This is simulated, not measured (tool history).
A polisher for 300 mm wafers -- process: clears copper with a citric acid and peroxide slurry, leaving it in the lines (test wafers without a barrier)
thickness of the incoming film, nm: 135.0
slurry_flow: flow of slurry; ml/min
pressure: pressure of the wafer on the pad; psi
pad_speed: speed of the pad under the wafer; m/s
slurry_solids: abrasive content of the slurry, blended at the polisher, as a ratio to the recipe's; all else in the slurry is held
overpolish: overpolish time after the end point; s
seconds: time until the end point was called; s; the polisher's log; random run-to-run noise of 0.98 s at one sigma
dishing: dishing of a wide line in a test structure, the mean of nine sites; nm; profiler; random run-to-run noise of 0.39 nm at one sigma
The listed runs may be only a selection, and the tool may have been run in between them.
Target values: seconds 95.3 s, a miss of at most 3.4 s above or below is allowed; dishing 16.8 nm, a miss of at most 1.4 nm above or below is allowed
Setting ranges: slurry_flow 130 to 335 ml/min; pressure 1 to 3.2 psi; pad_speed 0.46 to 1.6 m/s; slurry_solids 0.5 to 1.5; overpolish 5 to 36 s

| run | hour | slurry_flow | pressure | pad_speed | slurry_solids | overpolish | seconds | dishing |
|---|---|---|---|---|---|---|---|---|
| 1 | 0 | 215 | 2.1 | 1.02 | 1 | 18 | 78.795 | 25.358 |
| 2 | 0.8 | 215 | 2.1 | 1.02 | 1 | 17 | 77.514 | 24.009 |
| 3 | 6.4 | 210 | 1.8 | 1.02 | 1 | 15 | 91.179 | 18.422 |
| 4 | 7.6 | 205 | 1.8 | 1.02 | 1 | 14 | 90.777 | 18.003 |
| 5 | 8.5 | 255 | 1.8 | 1.02 | 1 | 14 | 87.268 | 17.988 |
| 6 | 11.9 | 250 | 1.8 | 1.02 | 1 | 14 | 85.873 | 18.556 |
| 7 | 12.4 | 245 | 1.8 | 1.02 | 1 | 14 | 86.349 | 18.022 |
| 8 | 18.7 | 240 | 1.8 | 1.02 | 1 | 14 | 87.826 | 17.208 |
| 9 | 23.2 | 235 | 1.8 | 1.02 | 1 | 14 | 85.658 | 17.565 |
| 10 | 31.7 | 230 | 1.8 | 1.02 | 1 | 14 | 87.095 | 18.513 |
| 11 | 35.1 | 225 | 1.8 | 1.02 | 1 | 14 | 86.667 | 18.003 |

Pick the move, out of 4, that brings all results within their allowed miss; only one does.
| A | 38.5 | 175 | 1.8 | 0.98 | 0.95 | 14 | ? | ? |
| B | 38.5 | 245 | 1.7 | 1.18 | 1.05 | 13 | ? | ? |
| C | 38.5 | 180 | 1.8 | 1.18 | 1.05 | 14 | ? | ? |
| D | 38.5 | 230 | 1.9 | 0.9 | 1.3 | 13 | ? | ? |

| move | seconds | dishing |
|---|---|---|
| A | 94.658 | 16.623 |
| B | 76.924 | 18.707 |
| C | 76.466 | 20.109 |
| D | 86.277 | 16.926 |
A: every result lands within tolerance
B: the biggest miss grows against the last run
C: the biggest miss grows against the last run
D: as far off as the last run
A meets every target.
